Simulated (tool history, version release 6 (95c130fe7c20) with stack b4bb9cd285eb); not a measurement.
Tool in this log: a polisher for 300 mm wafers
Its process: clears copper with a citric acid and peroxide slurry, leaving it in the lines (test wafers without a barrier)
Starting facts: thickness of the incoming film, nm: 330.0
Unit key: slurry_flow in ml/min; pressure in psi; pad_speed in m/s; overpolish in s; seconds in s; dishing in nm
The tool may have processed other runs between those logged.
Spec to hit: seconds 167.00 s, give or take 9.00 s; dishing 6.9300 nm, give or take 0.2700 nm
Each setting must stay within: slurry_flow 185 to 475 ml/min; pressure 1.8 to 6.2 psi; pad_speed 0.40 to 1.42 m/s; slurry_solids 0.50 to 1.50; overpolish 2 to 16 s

run,hour,slurry_flow,pressure,pad_speed,slurry_solids,overpolish,seconds,dishing
1,0.0,305,4.0,0.90,1.00,8,159.57,14.4480
2,4.1,305,3.6,0.90,1.00,8,170.74,13.3520
3,13.1,305,3.6,0.90,1.20,8,167.65,13.4080
4,16.7,240,3.6,0.90,1.20,8,171.22,13.1140
5,17.9,240,3.6,0.90,1.05,8,180.72,12.9490
6,22.6,265,3.5,0.90,1.10,7,180.44,11.0960
7,29.3,285,3.5,0.90,1.15,6,177.92,9.7560
8,33.9,300,3.5,0.90,1.15,6,173.83,9.7383
9,41.6,315,3.4,0.90,1.20,6,177.23,9.8241
10,45.8,330,3.4,0.90,1.20,6,177.09,9.8046
11,46.9,340,3.4,0.90,1.20,6,174.43,9.9029
12,54.2,355,3.4,0.90,1.20,6,176.53,9.7663
13,55.7,360,3.4,0.90,1.20,6,171.17,9.8123
14,56.9,375,3.4,0.90,1.20,6,174.46,10.1460
15,62.2,375,3.4,0.90,1.20,6,176.40,9.8540
16,64.8,380,3.6,0.90,1.20,2,162.97,3.5816
17,67.2,375,2.8,1.06,1.20,5,184.17,8.0051
18,76.2,375,2.9,1.04,1.20,5,172.19,8.1943
19,77.7,375,3.0,1.04,1.15,5,170.06,8.3191
20,80.1,375,3.1,1.02,1.15,5,163.30,8.7059
21,85.3,365,3.1,1.02,1.15,5,174.07,8.5957
22,91.0,450,2.8,1.02,1.15,3,186.18,4.7742
23,97.0,450,2.8,1.04,1.15,3,180.06,4.8769
24,98.6,450,2.8,1.06,1.20,3,178.01,4.9641
25,101.5,445,2.8,1.08,1.20,3,171.46,5.0305
26,108.5,435,2.8,1.10,1.20,3,168.53,5.0759
27,112.5,435,2.8,1.12,1.20,3,170.14,5.2108
28,117.8,435,2.7,1.14,1.20,3,170.47,5.1945
29,120.1,430,2.7,1.16,1.20,3,161.12,5.1539

Exercise: of the 4 proposed moves below, exactly one satisfies all targets within the stated allowed misses. Which move is it?
A,122.4,410,2.8,1.12,1.25,4,?,?
B,122.4,440,2.8,1.24,1.25,3,?,?
C,122.4,380,3.2,1.00,0.75,4,?,?
D,122.4,335,2.5,1.16,1.10,4,?,?

move,seconds,dishing
A,165.19,6.9438
B,148.95,5.7927
C,180.56,6.3680
D,184.43,6.2267
A: in spec on every target
B: gains on the last run, yet a result remains outside its allowed miss
C: gains on the last run, yet a result remains outside its allowed miss
D: gains on the last run, yet a result remains outside its allowed miss
So the answer is move A, the one that meets all the targets.

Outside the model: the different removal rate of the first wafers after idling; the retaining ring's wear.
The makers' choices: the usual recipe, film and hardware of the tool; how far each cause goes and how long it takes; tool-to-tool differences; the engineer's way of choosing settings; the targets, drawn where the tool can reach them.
